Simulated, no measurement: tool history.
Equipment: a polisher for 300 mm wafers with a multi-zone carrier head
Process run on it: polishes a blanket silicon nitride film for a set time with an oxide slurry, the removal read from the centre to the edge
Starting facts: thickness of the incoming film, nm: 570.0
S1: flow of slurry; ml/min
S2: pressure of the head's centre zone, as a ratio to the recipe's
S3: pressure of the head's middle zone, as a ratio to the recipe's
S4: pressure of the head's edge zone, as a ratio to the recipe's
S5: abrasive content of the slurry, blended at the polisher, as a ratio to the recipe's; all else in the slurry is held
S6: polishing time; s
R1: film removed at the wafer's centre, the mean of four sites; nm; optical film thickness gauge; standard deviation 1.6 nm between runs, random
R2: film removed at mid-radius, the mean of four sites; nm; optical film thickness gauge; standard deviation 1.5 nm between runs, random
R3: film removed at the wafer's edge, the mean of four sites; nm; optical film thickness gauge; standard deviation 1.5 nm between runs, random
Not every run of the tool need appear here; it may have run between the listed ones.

{"run": 1, "hour": 0.0, "S1": 280, "S2": 1.0, "S3": 1.0, "S4": 1.0, "S5": 1.0, "S6": 70, "R1": 89.026, "R2": 87.37, "R3": 85.649}
{"run": 2, "hour": 6.8, "S1": 250, "S2": 1.0, "S3": 1.0, "S4": 1.0, "S5": 1.0, "S6": 70, "R1": 85.691, "R2": 86.672, "R3": 86.131}
{"run": 3, "hour": 11.6, "S1": 320, "S2": 1.0, "S3": 1.0, "S4": 1.0, "S5": 1.0, "S6": 70, "R1": 88.442, "R2": 86.32, "R3": 86.132}
{"run": 4, "hour": 15.0, "S1": 320, "S2": 1.0, "S3": 1.0, "S4": 1.08, "S5": 1.0, "S6": 70, "R1": 88.556, "R2": 88.273, "R3": 89.005}
{"run": 5, "hour": 15.9, "S1": 320, "S2": 1.02, "S3": 1.02, "S4": 1.08, "S5": 1.1, "S6": 71, "R1": 94.103, "R2": 95.129, "R3": 93.301}
{"run": 6, "hour": 22.3, "S1": 320, "S2": 1.02, "S3": 1.02, "S4": 1.08, "S5": 0.9, "S6": 71, "R1": 87.189, "R2": 88.817, "R3": 87.714}
{"run": 7, "hour": 23.8, "S1": 320, "S2": 1.04, "S3": 1.04, "S4": 1.08, "S5": 1.05, "S6": 73, "R1": 98.787, "R2": 97.802, "R3": 94.733}
{"run": 8, "hour": 31.7, "S1": 330, "S2": 1.04, "S3": 1.14, "S4": 1.13, "S5": 1.3, "S6": 77, "R1": 109.02, "R2": 114.34, "R3": 110.86}
{"run": 9, "hour": 38.1, "S1": 330, "S2": 1.04, "S3": 1.14, "S4": 1.13, "S5": 1.3, "S6": 77, "R1": 112.89, "R2": 118.62, "R3": 108.83}
{"run": 10, "hour": 39.0, "S1": 330, "S2": 1.05, "S3": 1.14, "S4": 1.13, "S5": 1.35, "S6": 77, "R1": 112.88, "R2": 116.98, "R3": 112.48}

What does the tool deliver on the next run?
{"run": 11, "hour": 47.8, "S1": 335, "S2": 1.06, "S3": 1.15, "S4": 1.11, "S5": 1.4, "S6": 78, "R1": "?", "R2": "?", "R3": "?"}

{"run 11": {"R1": 117.48, "R2": 123.12, "R3": 113.15}}
